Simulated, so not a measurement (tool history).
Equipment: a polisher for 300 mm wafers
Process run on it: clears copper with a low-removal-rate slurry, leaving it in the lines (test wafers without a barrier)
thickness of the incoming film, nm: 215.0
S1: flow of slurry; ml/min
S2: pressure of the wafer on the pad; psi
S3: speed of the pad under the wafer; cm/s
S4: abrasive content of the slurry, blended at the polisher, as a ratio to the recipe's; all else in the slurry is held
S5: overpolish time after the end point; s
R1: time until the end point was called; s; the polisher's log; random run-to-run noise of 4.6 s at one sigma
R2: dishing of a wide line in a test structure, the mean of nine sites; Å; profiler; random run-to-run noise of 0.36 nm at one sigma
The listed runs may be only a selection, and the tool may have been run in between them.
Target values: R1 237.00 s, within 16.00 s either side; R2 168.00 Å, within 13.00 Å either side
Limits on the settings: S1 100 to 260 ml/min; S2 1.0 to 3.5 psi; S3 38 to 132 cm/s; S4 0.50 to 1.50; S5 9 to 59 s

run 1 hour=0.0 | S1=165 S2=2.2 S3=84 S4=1.00 S5=30 | R1=119.56 R2=336.69
run 2 hour=1.4 | S1=165 S2=2.1 S3=82 S4=1.00 S5=29 | R1=124.60 R2=303.28
run 3 hour=7.1 | S1=165 S2=2.5 S3=82 S4=1.00 S5=29 | R1=110.01 R2=357.67
run 4 hour=13.9 | S1=165 S2=2.0 S3=82 S4=1.00 S5=29 | R1=134.38 R2=288.04
run 5 hour=17.3 | S1=165 S2=1.9 S3=80 S4=1.00 S5=29 | R1=133.24 R2=284.82
run 6 hour=22.3 | S1=165 S2=1.9 S3=90 S4=1.00 S5=29 | R1=127.94 R2=309.64
run 7 hour=31.0 | S1=165 S2=1.8 S3=86 S4=1.00 S5=29 | R1=138.31 R2=280.19
run 8 hour=34.1 | S1=165 S2=1.7 S3=82 S4=1.00 S5=29 | R1=145.33 R2=267.35
run 9 hour=36.7 | S1=165 S2=1.6 S3=78 S4=1.00 S5=29 | R1=171.11 R2=240.34
run 10 hour=41.7 | S1=165 S2=1.5 S3=78 S4=1.00 S5=29 | R1=171.83 R2=229.65
run 11 hour=46.8 | S1=165 S2=1.4 S3=76 S4=1.00 S5=29 | R1=182.02 R2=213.27
run 12 hour=54.1 | S1=165 S2=1.3 S3=74 S4=1.00 S5=29 | R1=204.06 R2=205.77

Which single option among these 5 for the next run brings every result within its allowed miss of target? Just one does.
run A hour=61.4 | S1=180 S2=1.2 S3=74 S4=0.95 S5=25 | R1=? R2=?
run B hour=61.4 | S1=155 S2=1.4 S3=90 S4=0.90 S5=27 | R1=? R2=?
run C hour=61.4 | S1=170 S2=1.3 S3=76 S4=0.90 S5=24 | R1=? R2=?
run D hour=61.4 | S1=165 S2=1.1 S3=84 S4=0.95 S5=19 | R1=? R2=?
run E hour=61.4 | S1=140 S2=1.0 S3=88 S4=0.65 S5=27 | R1=? R2=?

move=A R1=204.13 R2=173.80
move=B R1=155.82 R2=233.56
move=C R1=191.13 R2=177.94
move=D R1=195.29 R2=141.82
move=E R1=222.00 R2=171.97
A: the furthest-off result lands on target, but another misses its tolerance
B: misses by more than the last run did
C: the furthest-off result lands on target, but another misses its tolerance
D: the result that was furthest off in the last run now lies on the other side of its target
E: all results in spec
Answer: E
